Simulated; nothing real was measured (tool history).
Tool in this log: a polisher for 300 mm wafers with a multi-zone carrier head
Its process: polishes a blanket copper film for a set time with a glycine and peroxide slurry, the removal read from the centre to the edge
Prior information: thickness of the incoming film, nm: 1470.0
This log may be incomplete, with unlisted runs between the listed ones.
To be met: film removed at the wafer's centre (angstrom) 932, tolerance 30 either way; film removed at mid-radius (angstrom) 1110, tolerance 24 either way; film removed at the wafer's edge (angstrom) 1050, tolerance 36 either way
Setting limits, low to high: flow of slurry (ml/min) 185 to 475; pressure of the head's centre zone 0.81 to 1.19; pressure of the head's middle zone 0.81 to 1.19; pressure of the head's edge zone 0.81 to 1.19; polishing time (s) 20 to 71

| run | hour | flow of slurry (ml/min) | pressure of the head's centre zone | pressure of the head's middle zone | pressure of the head's edge zone | polishing time (s) | film removed at the wafer's centre (angstrom) | film removed at mid-radius (angstrom) | film removed at the wafer's edge (angstrom) |
|---|---|---|---|---|---|---|---|---|---|
| 1 | 0 | 305 | 1 | 1 | 1 | 45 | 1413.4 | 1291.3 | 1293.6 |
| 2 | 5.6 | 355 | 1 | 1 | 1 | 45 | 1428.8 | 1321.7 | 1297.9 |
| 3 | 7.4 | 355 | 0.95 | 1.01 | 1 | 42 | 1268.8 | 1245.7 | 1228.2 |
| 4 | 11.9 | 355 | 0.95 | 1.01 | 1 | 47 | 1443 | 1383.4 | 1336.5 |
| 5 | 15.1 | 355 | 0.95 | 0.96 | 1 | 47 | 1428.5 | 1321.7 | 1358.8 |
| 6 | 22.8 | 400 | 0.95 | 0.96 | 1 | 47 | 1450.1 | 1345.5 | 1354.3 |
| 7 | 27.3 | 315 | 0.85 | 1.06 | 1.02 | 34 | 915.86 | 1040.5 | 971.37 |
|  | 29.2 | centre zone pressure recalibrated |
| 8 | 29.2 | 330 | 0.85 | 1.07 | 1.05 | 34 | 846.37 | 1043.6 | 1008.1 |
| 9 | 33.1 | 330 | 0.85 | 1.07 | 1.05 | 34 | 857.31 | 1045.8 | 993.05 |

Exercise: of the 5 proposed moves below, exactly one satisfies all targets within the stated allowed misses. Which move is it?
| A | 37 | 370 | 0.93 | 1.19 | 0.85 | 34 | ? | ? | ? |
| B | 37 | 375 | 0.85 | 1.04 | 0.99 | 37 | ? | ? | ? |
| C | 37 | 415 | 0.85 | 1.11 | 1.03 | 32 | ? | ? | ? |
| D | 37 | 345 | 0.86 | 0.92 | 1.18 | 35 | ? | ? | ? |
| E | 37 | 335 | 0.93 | 0.94 | 1.01 | 35 | ? | ? | ? |

| move | film removed at the wafer's centre (angstrom) | film removed at mid-radius (angstrom) | film removed at the wafer's edge (angstrom) |
|---|---|---|---|
| A | 949.65 | 1143.7 | 903.04 |
| B | 943.96 | 1114.5 | 1056.4 |
| C | 823.62 | 1024.7 | 935.77 |
| D | 896.03 | 947.72 | 1086 |
| E | 967.01 | 961.64 | 1002.9 |
A: takes the result that was furthest off past its target
B: every result lands within tolerance
C: misses by more than the last run did
D: misses by more than the last run did
E: misses by more than the last run did
The right move is B.

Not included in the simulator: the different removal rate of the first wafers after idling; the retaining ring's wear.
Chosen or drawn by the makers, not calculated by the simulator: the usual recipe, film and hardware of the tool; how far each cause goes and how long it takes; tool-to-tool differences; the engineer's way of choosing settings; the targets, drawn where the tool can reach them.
